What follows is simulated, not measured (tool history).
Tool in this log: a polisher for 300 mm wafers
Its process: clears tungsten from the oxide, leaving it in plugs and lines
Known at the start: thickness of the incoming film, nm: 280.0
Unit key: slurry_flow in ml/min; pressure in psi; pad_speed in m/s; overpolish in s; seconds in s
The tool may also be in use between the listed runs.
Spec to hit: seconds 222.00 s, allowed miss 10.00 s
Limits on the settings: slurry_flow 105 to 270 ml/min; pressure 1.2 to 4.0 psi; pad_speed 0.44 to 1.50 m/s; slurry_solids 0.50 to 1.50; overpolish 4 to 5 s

| run | hour | slurry_flow | pressure | pad_speed | slurry_solids | overpolish | seconds |
|---|---|---|---|---|---|---|---|
| 1 | 0.0 | 175 | 2.6 | 0.96 | 1.00 | 5 | 113.84 |
| 2 | 7.9 | 175 | 2.4 | 0.94 | 1.00 | 5 | 125.57 |
| 3 | 9.6 | 175 | 2.2 | 0.92 | 1.00 | 5 | 139.02 |
| 4 | 18.3 | 175 | 2.0 | 0.90 | 1.00 | 5 | 155.02 |
| 5 | 26.1 | 175 | 2.0 | 0.90 | 0.80 | 5 | 169.01 |
| 6 | 31.5 | 175 | 2.0 | 0.90 | 0.80 | 4 | 163.95 |
| 7 | 35.6 | 175 | 1.9 | 0.90 | 0.80 | 4 | 174.60 |
| 8 | 43.6 | 175 | 1.8 | 0.90 | 0.80 | 4 | 181.04 |
| 9 | 46.9 | 175 | 1.7 | 0.90 | 0.80 | 4 | 194.55 |
| 10 | 48.1 | 175 | 1.7 | 0.90 | 0.80 | 4 | 191.14 |
| 11 | 49.2 | 175 | 1.6 | 0.90 | 0.80 | 4 | 203.04 |

Consider the 4 candidate settings below. Which is the only one whose results all fall within their allowed miss of target?
| A | 50.3 | 195 | 1.5 | 0.80 | 0.75 | 4 | ? |
| B | 50.3 | 215 | 2.3 | 0.64 | 0.90 | 5 | ? |
| C | 50.3 | 170 | 1.5 | 0.84 | 0.50 | 4 | ? |
| D | 50.3 | 140 | 1.6 | 0.80 | 1.00 | 5 | ? |

| move | seconds |
|---|---|
| A | 245.58 |
| B | 191.40 |
| C | 251.57 |
| D | 222.35 |
A: takes the biggest miss from the last run beyond its target
B: moves away from the targets compared with the last run
C: takes the biggest miss from the last run beyond its target
D: every result within its allowed miss
The right move is D.
